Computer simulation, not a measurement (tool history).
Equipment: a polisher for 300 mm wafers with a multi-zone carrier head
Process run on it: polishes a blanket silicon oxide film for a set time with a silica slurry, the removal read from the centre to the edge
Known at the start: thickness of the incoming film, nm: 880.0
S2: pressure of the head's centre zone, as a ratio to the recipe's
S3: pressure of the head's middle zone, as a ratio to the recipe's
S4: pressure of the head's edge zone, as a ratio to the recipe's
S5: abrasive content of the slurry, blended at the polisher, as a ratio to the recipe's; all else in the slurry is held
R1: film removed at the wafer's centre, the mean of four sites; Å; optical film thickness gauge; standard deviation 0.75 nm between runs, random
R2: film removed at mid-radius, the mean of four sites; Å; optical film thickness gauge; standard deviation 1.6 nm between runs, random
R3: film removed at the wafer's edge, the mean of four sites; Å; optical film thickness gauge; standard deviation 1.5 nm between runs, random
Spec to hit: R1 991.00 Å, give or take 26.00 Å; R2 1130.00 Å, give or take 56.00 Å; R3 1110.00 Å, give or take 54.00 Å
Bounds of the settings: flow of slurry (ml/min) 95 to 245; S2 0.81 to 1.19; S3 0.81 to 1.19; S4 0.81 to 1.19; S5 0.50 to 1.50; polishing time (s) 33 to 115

Run 1, hour 0.0: flow of slurry (ml/min) 155, S2 1.00, S3 1.00, S4 1.00, S5 1.00, polishing time (s) 73. Result: R1 1997.00 Å, R2 2089.30 Å, R3 2017.10 Å.
Run 2, hour 2.9: flow of slurry (ml/min) 145, S2 0.96, S3 0.98, S4 0.97, S5 0.85, polishing time (s) 67. Result: R1 1609.40 Å, R2 1645.10 Å, R3 1680.90 Å.
Run 3, hour 10.1: flow of slurry (ml/min) 140, S2 0.93, S3 1.00, S4 0.93, S5 0.75, polishing time (s) 64. Result: R1 1318.40 Å, R2 1485.20 Å, R3 1401.40 Å.
Run 4, hour 17.6: flow of slurry (ml/min) 140, S2 0.93, S3 0.94, S4 0.93, S5 0.75, polishing time (s) 64. Result: R1 1325.00 Å, R2 1356.80 Å, R3 1401.50 Å.
Run 5, hour 18.8: flow of slurry (ml/min) 140, S2 0.93, S3 0.94, S4 0.87, S5 0.75, polishing time (s) 64. Result: R1 1328.60 Å, R2 1394.20 Å, R3 1401.80 Å.
Run 6, hour 24.2: flow of slurry (ml/min) 175, S2 0.93, S3 0.94, S4 0.87, S5 0.75, polishing time (s) 64. Result: R1 1388.70 Å, R2 1448.20 Å, R3 1413.30 Å.
Run 7, hour 30.6: flow of slurry (ml/min) 170, S2 0.90, S3 0.93, S4 0.86, S5 0.70, polishing time (s) 64. Result: R1 1251.80 Å, R2 1334.40 Å, R3 1322.70 Å.
Run 8, hour 35.4: flow of slurry (ml/min) 175, S2 0.88, S3 0.92, S4 0.85, S5 0.65, polishing time (s) 64. Result: R1 1165.10 Å, R2 1290.90 Å, R3 1239.60 Å.
Run 9, hour 42.7: flow of slurry (ml/min) 175, S2 0.86, S3 0.91, S4 0.84, S5 0.65, polishing time (s) 64. Result: R1 1137.70 Å, R2 1212.40 Å, R3 1238.50 Å.
Run 10, hour 46.5: flow of slurry (ml/min) 130, S2 0.83, S3 0.97, S4 0.81, S5 0.50, polishing time (s) 64. Result: R1 798.67 Å, R2 962.23 Å, R3 888.57 Å.
Run 11, hour 53.5: flow of slurry (ml/min) 150, S2 0.83, S3 0.96, S4 0.83, S5 0.50, polishing time (s) 63. Result: R1 802.24 Å, R2 940.37 Å, R3 900.72 Å.
Run 12, hour 58.9: flow of slurry (ml/min) 170, S2 0.84, S3 0.97, S4 0.86, S5 0.50, polishing time (s) 63. Result: R1 832.02 Å, R2 1002.70 Å, R3 930.41 Å.
Run 13, hour 64.7: flow of slurry (ml/min) 180, S2 0.85, S3 0.96, S4 0.89, S5 0.50, polishing time (s) 63. Result: R1 840.44 Å, R2 988.77 Å, R3 944.81 Å.
Run 14, hour 69.3: flow of slurry (ml/min) 205, S2 0.92, S3 1.01, S4 0.99, S5 0.75, polishing time (s) 64. Result: R1 1421.90 Å, R2 1565.30 Å, R3 1454.20 Å.
Run 15, hour 75.4: flow of slurry (ml/min) 195, S2 0.89, S3 0.99, S4 0.95, S5 0.70, polishing time (s) 64. Result: R1 1291.70 Å, R2 1418.70 Å, R3 1390.90 Å.
Run 16, hour 81.5: flow of slurry (ml/min) 175, S2 0.88, S3 0.98, S4 0.92, S5 0.70, polishing time (s) 64. Result: R1 1249.50 Å, R2 1408.70 Å, R3 1319.00 Å.
Run 17, hour 84.7: flow of slurry (ml/min) 160, S2 0.87, S3 0.97, S4 0.91, S5 0.70, polishing time (s) 64. Result: R1 1210.30 Å, R2 1405.70 Å, R3 1357.90 Å.
Run 18, hour 85.2: flow of slurry (ml/min) 150, S2 0.87, S3 0.97, S4 0.90, S5 0.70, polishing time (s) 64. Result: R1 1199.80 Å, R2 1366.80 Å, R3 1275.50 Å.
Run 19, hour 92.9: flow of slurry (ml/min) 140, S2 0.86, S3 0.96, S4 0.90, S5 0.65, polishing time (s) 64. Result: R1 1089.40 Å, R2 1280.00 Å, R3 1224.10 Å.
Run 20, hour 95.3: flow of slurry (ml/min) 105, S2 0.88, S3 0.90, S4 0.81, S5 0.60, polishing time (s) 63. Result: R1 952.51 Å, R2 1030.30 Å, R3 1050.60 Å.
Run 21, hour 101.6: flow of slurry (ml/min) 110, S2 0.88, S3 0.91, S4 0.83, S5 0.60, polishing time (s) 63. Result: R1 986.87 Å, R2 1052.30 Å, R3 1064.20 Å.

Next run, 5 choices. One meets every target within its allowed miss, the rest don't. Which?
Run A, hour 107.9: flow of slurry (ml/min) 105, S2 0.95, S3 0.86, S4 1.02, S5 0.55, polishing time (s) 64. Result: R1 ?, R2 ?, R3 ?.
Run B, hour 107.9: flow of slurry (ml/min) 100, S2 0.90, S3 0.99, S4 0.94, S5 0.75, polishing time (s) 53. Result: R1 ?, R2 ?, R3 ?.
Run C, hour 107.9: flow of slurry (ml/min) 125, S2 0.97, S3 0.89, S4 0.93, S5 0.55, polishing time (s) 62. Result: R1 ?, R2 ?, R3 ?.
Run D, hour 107.9: flow of slurry (ml/min) 130, S2 0.94, S3 0.99, S4 0.81, S5 0.60, polishing time (s) 59. Result: R1 ?, R2 ?, R3 ?.
Run E, hour 107.9: flow of slurry (ml/min) 125, S2 0.81, S3 0.86, S4 0.95, S5 0.60, polishing time (s) 64. Result: R1 ?, R2 ?, R3 ?.

move       R1       R2       R3
   A   968.23   924.91  1048.10
   B   990.44  1124.80  1098.90
   C   999.11   956.08  1003.70
   D  1014.80  1094.00   994.49
   E   938.26  1047.90  1140.60
A: lands further from the targets than the last run did
B: hits every target within its allowed miss
C: lands further from the targets than the last run did
D: corrects the largest miss of the last run, while another result sits out of spec
E: lands further from the targets than the last run did
B is the move that brings every result within its allowed miss.
